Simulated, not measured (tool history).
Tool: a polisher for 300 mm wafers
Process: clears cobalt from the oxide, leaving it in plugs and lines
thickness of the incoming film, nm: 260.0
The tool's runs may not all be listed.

| run | day | flow of slurry (ml/min) | pressure of the wafer on the pad (kPa) | speed of the pad under the wafer (m/s) | overpolish time after the end point (s) | time until the end point was called (s) | dishing of a wide line in a test structure (Å) |
|---|---|---|---|---|---|---|---|
| 1 | 0.000 | 290 | 16.5 | 1.26 | 14 | 29.714 | 345.01 |
| 2 | 0.304 | 290 | 13.8 | 1.26 | 14 | 35.332 | 336.99 |
| 3 | 0.667 | 225 | 13.8 | 1.26 | 14 | 37.095 | 346.50 |
| 4 | 0.912 | 225 | 13.8 | 1.26 | 12 | 36.962 | 328.55 |
| 5 | 0.946 | 220 | 13.8 | 1.26 | 11 | 36.826 | 314.03 |
| 6 | 1.233 | 220 | 13.8 | 1.04 | 11 | 45.157 | 287.62 |
| 7 | 1.454 | 250 | 14.5 | 1.04 | 12 | 42.349 | 316.94 |

The next listed run, before its measurement:
| 8 | 1.604 | 270 | 14.5 | 1.04 | 12 | ? | ? |

Run 8 gave time until the end point was called (s) 41.674, dishing of a wide line in a test structure (Å) 324.27.
